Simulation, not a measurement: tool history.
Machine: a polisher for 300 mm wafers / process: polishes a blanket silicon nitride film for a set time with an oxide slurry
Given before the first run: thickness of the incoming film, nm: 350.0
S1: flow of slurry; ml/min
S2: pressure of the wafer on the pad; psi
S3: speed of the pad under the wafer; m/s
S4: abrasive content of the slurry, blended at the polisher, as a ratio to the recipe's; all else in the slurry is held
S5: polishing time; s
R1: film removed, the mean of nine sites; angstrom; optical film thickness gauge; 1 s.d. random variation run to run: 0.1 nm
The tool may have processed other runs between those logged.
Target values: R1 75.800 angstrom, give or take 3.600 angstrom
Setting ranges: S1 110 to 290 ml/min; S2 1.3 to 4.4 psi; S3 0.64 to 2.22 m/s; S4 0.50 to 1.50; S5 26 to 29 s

run 1 hour=0.0 | S1=185 S2=2.8 S3=1.42 S4=1.00 S5=29 | R1=173.630
run 2 hour=8.9 | S1=185 S2=2.8 S3=1.42 S4=0.80 S5=29 | R1=152.950
run 3 hour=15.5 | S1=185 S2=2.5 S3=1.36 S4=0.80 S5=29 | R1=137.010
run 4 hour=22.9 | S1=185 S2=3.0 S3=1.36 S4=0.80 S5=29 | R1=166.460
run 5 hour=28.8 | S1=185 S2=3.0 S3=1.36 S4=1.00 S5=29 | R1=180.740
run 6 hour=36.1 | S1=185 S2=2.6 S3=1.26 S4=1.00 S5=29 | R1=147.870
run 7 hour=43.3 | S1=185 S2=2.3 S3=1.18 S4=1.00 S5=29 | R1=125.300
run 8 hour=44.6 | S1=185 S2=2.1 S3=1.14 S4=1.00 S5=29 | R1=110.790
run 9 hour=53.2 | S1=185 S2=1.9 S3=1.12 S4=1.00 S5=29 | R1=103.450
run 10 hour=55.8 | S1=185 S2=1.8 S3=1.08 S4=1.00 S5=29 | R1=92.484
run 11 hour=58.1 | S1=185 S2=1.7 S3=1.08 S4=1.00 S5=29 | R1=85.563
-- hour=64.4 slurry nozzle cleaned
run 12 hour=64.4 | S1=185 S2=1.6 S3=1.08 S4=1.00 S5=29 | R1=84.248

Exactly one of the 5 candidate moves below puts every result within its allowed miss. Which one?
run A hour=70.7 | S1=235 S2=2.3 S3=0.72 S4=1.00 S5=29 | R1=?
run B hour=70.7 | S1=265 S2=1.6 S3=1.08 S4=0.75 S5=26 | R1=?
run C hour=70.7 | S1=175 S2=1.4 S3=1.16 S4=0.90 S5=29 | R1=?
run D hour=70.7 | S1=200 S2=1.6 S3=1.06 S4=1.00 S5=29 | R1=?
run E hour=70.7 | S1=175 S2=1.5 S3=1.26 S4=1.05 S5=26 | R1=?

move=A R1=89.362
move=B R1=68.944
move=C R1=74.772
move=D R1=84.556
move=E R1=82.115
A: further off than the last run
B: pushes the last run's worst result past its target
C: all results in spec
D: as far off as the last run
E: moves toward the targets from the last run without getting all of them in spec
Answer: C

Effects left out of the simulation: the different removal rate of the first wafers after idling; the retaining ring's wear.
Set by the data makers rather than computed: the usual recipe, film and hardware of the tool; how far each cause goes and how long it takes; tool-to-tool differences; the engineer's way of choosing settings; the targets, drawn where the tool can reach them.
